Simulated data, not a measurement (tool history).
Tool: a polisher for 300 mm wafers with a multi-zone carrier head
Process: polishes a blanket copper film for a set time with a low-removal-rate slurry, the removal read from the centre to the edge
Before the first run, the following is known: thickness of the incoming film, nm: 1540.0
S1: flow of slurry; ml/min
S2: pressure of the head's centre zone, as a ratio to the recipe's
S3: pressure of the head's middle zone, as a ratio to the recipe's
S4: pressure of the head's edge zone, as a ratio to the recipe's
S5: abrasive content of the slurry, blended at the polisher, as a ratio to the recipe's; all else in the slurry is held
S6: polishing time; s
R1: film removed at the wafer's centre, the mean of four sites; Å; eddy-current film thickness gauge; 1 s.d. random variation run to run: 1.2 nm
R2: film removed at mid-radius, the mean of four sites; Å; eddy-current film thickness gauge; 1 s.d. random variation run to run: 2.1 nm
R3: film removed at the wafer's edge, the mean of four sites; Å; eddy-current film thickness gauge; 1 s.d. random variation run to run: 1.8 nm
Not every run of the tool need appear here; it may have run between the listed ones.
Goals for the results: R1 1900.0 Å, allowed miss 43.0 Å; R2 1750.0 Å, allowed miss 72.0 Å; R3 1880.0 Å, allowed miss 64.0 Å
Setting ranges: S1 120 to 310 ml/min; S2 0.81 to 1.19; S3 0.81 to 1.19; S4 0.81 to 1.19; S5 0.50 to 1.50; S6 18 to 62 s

run	hour	S1	S2	S3	S4	S5	S6	R1	R2	R3
1	0.0	200	1.00	1.00	1.00	1.00	40	1121.6	1198.2	1146.3
2	7.3	200	1.00	1.00	1.00	1.00	35	988.8	1040.9	1009.2
3	13.2	205	1.02	0.99	1.03	1.10	37	1084.9	1119.3	1105.6
4	17.1	205	0.96	0.99	1.03	1.10	37	1021.2	1122.9	1109.4
5	24.6	205	0.96	0.99	0.97	1.10	37	1005.4	1115.0	1078.5
6	33.0	205	0.96	0.99	0.97	1.20	37	1030.3	1125.0	1103.7
7	34.7	210	0.98	0.99	1.00	1.25	39	1121.7	1200.2	1194.5
8	37.0	215	1.00	0.99	1.02	1.30	41	1210.0	1268.8	1277.9
9	44.5	220	1.02	0.99	1.04	1.35	43	1301.1	1345.3	1361.7
10	48.8	225	1.04	0.99	1.06	1.35	45	1400.0	1403.5	1419.7
11	50.2	225	1.05	0.99	1.07	1.35	47	1503.0	1493.7	1511.3
12	57.5	225	1.06	0.99	1.08	1.35	48	1522.5	1488.9	1530.4
13	62.0	230	1.07	0.99	1.09	1.35	49	1574.0	1579.6	1574.5
14	67.4	230	1.08	0.98	1.10	1.35	50	1633.3	1582.4	1631.2
15	71.5	235	1.09	0.98	1.11	1.35	50	1652.0	1574.0	1631.3
16	73.0	240	1.09	0.98	1.12	1.35	51	1696.9	1584.9	1668.7

Exactly one of the 4 candidate moves below puts every result within its allowed miss. Which one?
A	74.5	255	1.09	1.02	1.08	1.35	58	?	?	?
B	74.5	305	0.98	0.90	1.18	1.50	58	?	?	?
C	74.5	215	0.94	1.00	1.19	1.50	58	?	?	?
D	74.5	235	1.06	0.91	1.03	1.45	58	?	?	?

move	R1	R2	R3
A	1938.6	1936.6	1885.8
B	1809.5	1810.3	2041.9
C	1661.1	1900.5	1987.5
D	1886.5	1765.0	1854.1
A: corrects the largest miss of the last run, while another result sits out of spec
B: closes in on the targets versus the last run, not all within tolerance yet
C: moves away from the targets compared with the last run
D: all results in spec
So the answer is move D, the one that meets all the targets.

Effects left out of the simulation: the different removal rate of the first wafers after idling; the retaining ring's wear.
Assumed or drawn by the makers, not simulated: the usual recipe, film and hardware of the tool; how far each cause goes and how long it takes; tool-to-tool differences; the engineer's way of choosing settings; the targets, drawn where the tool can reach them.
